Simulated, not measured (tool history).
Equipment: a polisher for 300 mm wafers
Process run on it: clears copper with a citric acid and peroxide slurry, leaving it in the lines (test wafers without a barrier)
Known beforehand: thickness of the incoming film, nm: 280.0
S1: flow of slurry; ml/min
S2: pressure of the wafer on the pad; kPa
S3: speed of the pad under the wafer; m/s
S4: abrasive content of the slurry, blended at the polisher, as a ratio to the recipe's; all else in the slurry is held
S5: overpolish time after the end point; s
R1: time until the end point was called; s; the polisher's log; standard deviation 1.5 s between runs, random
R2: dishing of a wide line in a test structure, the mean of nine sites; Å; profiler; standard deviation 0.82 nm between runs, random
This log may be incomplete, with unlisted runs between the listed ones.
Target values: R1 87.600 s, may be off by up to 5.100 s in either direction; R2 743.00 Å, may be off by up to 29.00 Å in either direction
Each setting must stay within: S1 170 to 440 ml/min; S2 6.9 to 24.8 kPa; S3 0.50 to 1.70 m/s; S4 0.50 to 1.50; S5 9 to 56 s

| run | hour | S1 | S2 | S3 | S4 | S5 | R1 | R2 |
|---|---|---|---|---|---|---|---|---|
| 1 | 0.0 | 280 | 15.9 | 1.10 | 1.00 | 29 | 147.860 | 412.65 |
| 2 | 9.0 | 280 | 15.9 | 1.10 | 0.80 | 29 | 159.030 | 375.43 |
| 3 | 14.6 | 280 | 17.9 | 1.14 | 0.80 | 30 | 138.770 | 459.62 |
| 4 | 18.5 | 280 | 20.0 | 1.18 | 0.80 | 30 | 117.360 | 515.39 |
| 5 | 26.7 | 280 | 21.4 | 1.20 | 0.80 | 31 | 107.070 | 564.86 |
| 6 | 34.9 | 280 | 22.1 | 1.22 | 0.80 | 32 | 105.350 | 606.37 |
| 7 | 42.2 | 280 | 22.8 | 1.24 | 0.80 | 32 | 100.040 | 639.33 |
| 8 | 48.0 | 280 | 23.4 | 1.26 | 0.80 | 32 | 93.095 | 663.12 |
| 9 | 54.9 | 280 | 23.4 | 1.26 | 0.80 | 33 | 95.547 | 665.57 |
| 10 | 63.7 | 280 | 24.1 | 1.26 | 0.80 | 33 | 95.116 | 689.55 |
| 11 | 72.5 | 280 | 24.1 | 1.26 | 0.80 | 33 | 93.498 | 679.40 |
| 12 | 73.1 | 280 | 24.1 | 1.28 | 0.80 | 33 | 91.327 | 696.27 |

Exactly one of the 5 candidate moves below puts every result within its allowed miss. Which one?
| A | 73.7 | 275 | 22.1 | 1.30 | 0.70 | 35 | ? | ? |
| B | 73.7 | 290 | 24.1 | 1.32 | 0.75 | 29 | ? | ? |
| C | 73.7 | 305 | 23.4 | 1.36 | 0.75 | 28 | ? | ? |
| D | 73.7 | 275 | 24.8 | 1.30 | 0.80 | 30 | ? | ? |
| E | 73.7 | 300 | 22.8 | 1.36 | 0.90 | 35 | ? | ? |

| move | R1 | R2 |
|---|---|---|
| A | 103.820 | 658.37 |
| B | 91.600 | 630.38 |
| C | 91.190 | 613.61 |
| D | 89.275 | 662.73 |
| E | 89.647 | 739.77 |
A: lands further from the targets than the last run did
B: lands further from the targets than the last run did
C: lands further from the targets than the last run did
D: lands further from the targets than the last run did
E: in spec on every target
The move that meets every target is E.

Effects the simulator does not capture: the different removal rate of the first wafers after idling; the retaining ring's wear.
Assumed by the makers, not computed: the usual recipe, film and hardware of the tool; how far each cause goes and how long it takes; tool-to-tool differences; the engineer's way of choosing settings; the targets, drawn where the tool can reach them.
